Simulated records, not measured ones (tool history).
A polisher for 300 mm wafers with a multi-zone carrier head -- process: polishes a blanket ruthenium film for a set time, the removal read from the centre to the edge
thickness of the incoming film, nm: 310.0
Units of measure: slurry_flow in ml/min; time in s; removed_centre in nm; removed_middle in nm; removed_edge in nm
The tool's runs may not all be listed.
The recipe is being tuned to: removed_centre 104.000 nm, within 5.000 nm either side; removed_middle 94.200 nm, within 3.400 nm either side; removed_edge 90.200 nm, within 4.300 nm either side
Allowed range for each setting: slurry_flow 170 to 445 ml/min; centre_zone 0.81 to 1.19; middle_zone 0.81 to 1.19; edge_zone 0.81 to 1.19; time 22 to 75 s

run,hour,slurry_flow,centre_zone,middle_zone,edge_zone,time,removed_centre,removed_middle,removed_edge
1,0.0,285,1.00,1.00,1.00,48,71.087,73.082,73.983
2,1.1,285,1.00,1.04,1.00,48,72.477,75.015,73.014
3,5.7,285,1.08,1.04,1.00,48,78.574,74.681,73.293
4,8.2,285,1.08,0.97,1.00,48,77.247,70.027,73.619
5,15.4,285,1.08,0.97,1.00,38,61.904,55.999,57.771
6,23.3,290,1.11,1.01,1.02,43,72.300,66.494,65.404
7,26.1,295,1.13,1.02,1.03,47,77.692,73.127,73.213
8,31.8,295,1.13,1.02,1.03,47,78.557,72.718,72.582
9,36.1,295,1.14,1.03,1.02,50,84.141,77.134,77.574

Which of these 5 next moves meets every target?
A,40.4,320,1.14,0.89,1.05,64,?,?,?
B,40.4,285,1.19,0.97,0.87,60,?,?,?
C,40.4,270,1.00,0.98,1.09,39,?,?,?
D,40.4,340,1.09,0.91,1.11,56,?,?,?
E,40.4,355,1.18,1.04,0.97,59,?,?,?

move,removed_centre,removed_middle,removed_edge
A,110.710,89.673,101.490
B,106.400,89.246,86.168
C,59.043,58.180,62.067
D,93.758,80.393,91.691
E,106.420,95.105,90.512
A: nearer than the last run, and not there yet
B: nearer than the last run, and not there yet
C: lands further from the targets than the last run did
D: nearer than the last run, and not there yet
E: in spec on every target
E is the move that brings every result within its allowed miss.
